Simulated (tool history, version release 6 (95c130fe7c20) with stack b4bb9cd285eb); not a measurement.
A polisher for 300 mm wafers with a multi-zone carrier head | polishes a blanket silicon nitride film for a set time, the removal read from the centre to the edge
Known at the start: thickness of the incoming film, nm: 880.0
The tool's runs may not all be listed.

run  hour  flow of slurry (ml/min)  pressure of the head's centre zone  pressure of the head's middle zone  pressure of the head's edge zone  polishing time (s)  film removed at the wafer's centre (Å)  film removed at mid-radius (Å)  film removed at the wafer's edge (Å)
  1   0.0                      290                                1.00                                1.00                              1.00                  54                                  1116.5                         1128.20                               1086.70
  2   2.8                      290                                1.03                                0.97                              0.96                  50                                  1068.1                         1023.40                                991.62
  3  10.8                      290                                1.06                                0.95                              0.93                  47                                  1046.2                          961.82                                911.34
  4  17.0                      290                                1.06                                0.95                              0.86                  47                                  1041.9                          945.53                                892.16
  5  23.4                      290                                1.07                                0.93                              0.85                  45                                  1011.1                          903.06                                842.26
  6  27.2                      350                                1.07                                0.93                              0.85                  45                                  1020.2                          911.23                                846.89

Run 7 comes next. What will it give?
  7  33.2                      350                                1.07                                0.93                              0.85                  45                                       ?                               ?                                     ?

{"run 7": {"film removed at the wafer's centre (Å)": 1033.6, "film removed at mid-radius (Å)": 910.11, "film removed at the wafer's edge (Å)": 842.77}}
